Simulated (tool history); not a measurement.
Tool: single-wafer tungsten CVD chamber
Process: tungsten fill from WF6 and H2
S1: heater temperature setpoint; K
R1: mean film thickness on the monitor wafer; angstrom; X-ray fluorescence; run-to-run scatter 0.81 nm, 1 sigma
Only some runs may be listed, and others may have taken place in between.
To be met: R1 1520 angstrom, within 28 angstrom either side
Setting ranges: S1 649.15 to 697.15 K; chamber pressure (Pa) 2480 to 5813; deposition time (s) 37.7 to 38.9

run 1 day=0 | S1=673.15 chamber_pressure_(Pa)=4146 deposition_time_(s)=37.7 | R1=1118.8
run 2 day=0.233 | S1=673.15 chamber_pressure_(Pa)=4146 deposition_time_(s)=37.7 | R1=1138.7
run 3 day=0.258 | S1=665.15 chamber_pressure_(Pa)=4146 deposition_time_(s)=37.7 | R1=983.05
run 4 day=0.492 | S1=665.15 chamber_pressure_(Pa)=4666 deposition_time_(s)=37.7 | R1=1080.7
run 5 day=0.633 | S1=668.15 chamber_pressure_(Pa)=4680 deposition_time_(s)=37.7 | R1=1136.4
run 6 day=0.917 | S1=668.15 chamber_pressure_(Pa)=4400 deposition_time_(s)=37.7 | R1=1087
run 7 day=1.196 | S1=671.15 chamber_pressure_(Pa)=4413 deposition_time_(s)=37.7 | R1=1150.4
run 8 day=1.329 | S1=673.15 chamber_pressure_(Pa)=4413 deposition_time_(s)=37.7 | R1=1172.7
run 9 day=1.529 | S1=675.15 chamber_pressure_(Pa)=4426 deposition_time_(s)=37.7 | R1=1219.5
run 10 day=1.671 | S1=677.15 chamber_pressure_(Pa)=4426 deposition_time_(s)=37.7 | R1=1252.1
run 11 day=1.696 | S1=679.15 chamber_pressure_(Pa)=4426 deposition_time_(s)=37.7 | R1=1306.5
run 12 day=2.004 | S1=680.15 chamber_pressure_(Pa)=4426 deposition_time_(s)=37.7 | R1=1322.1
run 13 day=2.225 | S1=681.15 chamber_pressure_(Pa)=4426 deposition_time_(s)=37.7 | R1=1335.6
run 14 day=2.554 | S1=682.15 chamber_pressure_(Pa)=4426 deposition_time_(s)=37.7 | R1=1357.9
run 15 day=2.633 | S1=682.15 chamber_pressure_(Pa)=4426 deposition_time_(s)=37.7 | R1=1366.1
run 16 day=2.933 | S1=683.15 chamber_pressure_(Pa)=4426 deposition_time_(s)=37.7 | R1=1382.2

Consider the 4 candidate settings below. Which is the only one whose results all fall within their allowed miss of target?
run A day=3.233 | S1=691.15 chamber_pressure_(Pa)=4506 deposition_time_(s)=38 | R1=?
run B day=3.233 | S1=677.15 chamber_pressure_(Pa)=4613 deposition_time_(s)=37.7 | R1=?
run C day=3.233 | S1=674.15 chamber_pressure_(Pa)=4706 deposition_time_(s)=37.7 | R1=?
run D day=3.233 | S1=684.15 chamber_pressure_(Pa)=4720 deposition_time_(s)=38.9 | R1=?

move=A R1=1574.7
move=B R1=1288.8
move=C R1=1246.3
move=D R1=1504.2
A: pushes the last run's worst result past its target
B: the biggest miss grows against the last run
C: the biggest miss grows against the last run
D: all results in spec
D meets every target.
